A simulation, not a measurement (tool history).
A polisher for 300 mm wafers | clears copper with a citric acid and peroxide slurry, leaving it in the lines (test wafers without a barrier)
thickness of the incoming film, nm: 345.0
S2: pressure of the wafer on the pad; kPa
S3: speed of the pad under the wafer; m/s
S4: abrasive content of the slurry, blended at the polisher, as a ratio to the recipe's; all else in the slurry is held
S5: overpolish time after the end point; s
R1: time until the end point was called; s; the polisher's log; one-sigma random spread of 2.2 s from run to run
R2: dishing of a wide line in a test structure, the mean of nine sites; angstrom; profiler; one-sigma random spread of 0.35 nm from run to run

Run 1, hour 0: flow of slurry (ml/min) 185, S2 17.9 kPa, S3 1.18 m/s, S4 1, S5 29 s. Result: R1 145.64 s, R2 437.5 angstrom.
Run 2, hour 6.4: flow of slurry (ml/min) 185, S2 17.2 kPa, S3 1.22 m/s, S4 1, S5 26 s. Result: R1 145.69 s, R2 389.44 angstrom.
Run 3, hour 15.1: flow of slurry (ml/min) 180, S2 16.5 kPa, S3 1.28 m/s, S4 1, S5 23 s. Result: R1 139.86 s, R2 358.15 angstrom.
Run 4, hour 20.4: flow of slurry (ml/min) 175, S2 15.9 kPa, S3 1.3 m/s, S4 1, S5 21 s. Result: R1 145.5 s, R2 312.91 angstrom.
Run 5, hour 26.4: flow of slurry (ml/min) 175, S2 15.2 kPa, S3 1.32 m/s, S4 1, S5 19 s. Result: R1 155.3 s, R2 290.63 angstrom.
Run 6, hour 27.2: flow of slurry (ml/min) 175, S2 15.2 kPa, S3 1.14 m/s, S4 1, S5 19 s. Result: R1 168.57 s, R2 265.23 angstrom.
Run 7, hour 30.6: flow of slurry (ml/min) 225, S2 15.9 kPa, S3 0.88 m/s, S4 1.25, S5 9 s. Result: R1 200.72 s, R2 114.21 angstrom.

Run 8 has not been measured yet. What should we expect?
Run 8, hour 38: flow of slurry (ml/min) 175, S2 20.7 kPa, S3 0.94 m/s, S4 1, S5 11 s. Result: R1 ?, R2 ?.

{"run 8": {"R1": 156.59, "R2": 182.38}}
